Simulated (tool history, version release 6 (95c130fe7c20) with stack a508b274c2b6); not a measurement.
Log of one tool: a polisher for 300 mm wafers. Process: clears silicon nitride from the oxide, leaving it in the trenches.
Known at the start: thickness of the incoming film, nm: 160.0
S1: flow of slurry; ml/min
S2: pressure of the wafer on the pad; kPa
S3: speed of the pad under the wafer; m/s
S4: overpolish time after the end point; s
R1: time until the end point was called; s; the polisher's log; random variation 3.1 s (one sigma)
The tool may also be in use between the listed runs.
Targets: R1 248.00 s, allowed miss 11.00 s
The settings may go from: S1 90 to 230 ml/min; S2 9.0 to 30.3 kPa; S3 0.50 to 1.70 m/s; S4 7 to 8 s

| run | hour | S1 | S2 | S3 | S4 | R1 |
|---|---|---|---|---|---|---|
| 1 | 0.0 | 150 | 19.3 | 1.10 | 8 | 185.50 |
| 2 | 6.2 | 185 | 19.3 | 1.10 | 8 | 178.06 |
| 3 | 8.1 | 185 | 19.3 | 1.32 | 8 | 147.48 |
| 4 | 13.9 | 185 | 19.3 | 1.32 | 8 | 149.71 |
| 5 | 21.7 | 185 | 19.3 | 1.32 | 8 | 145.72 |
| 6 | 23.3 | 185 | 16.5 | 1.30 | 8 | 169.12 |
| 7 | 25.9 | 185 | 14.5 | 1.28 | 8 | 187.16 |
| 8 | 30.0 | 185 | 13.1 | 1.26 | 8 | 203.64 |

5 next moves are on the table. One of them brings every result within its allowed miss. Which?
| A | 34.1 | 180 | 11.0 | 1.18 | 7 | ? |
| B | 34.1 | 170 | 16.5 | 1.48 | 7 | ? |
| C | 34.1 | 200 | 18.6 | 1.30 | 8 | ? |
| D | 34.1 | 155 | 12.4 | 1.52 | 8 | ? |
| E | 34.1 | 175 | 13.8 | 1.46 | 8 | ? |

| move | R1 |
|---|---|
| A | 248.95 |
| B | 150.95 |
| C | 152.83 |
| D | 184.03 |
| E | 174.08 |
A: meets every target
B: further off than the last run
C: further off than the last run
D: further off than the last run
E: further off than the last run
Answer: A
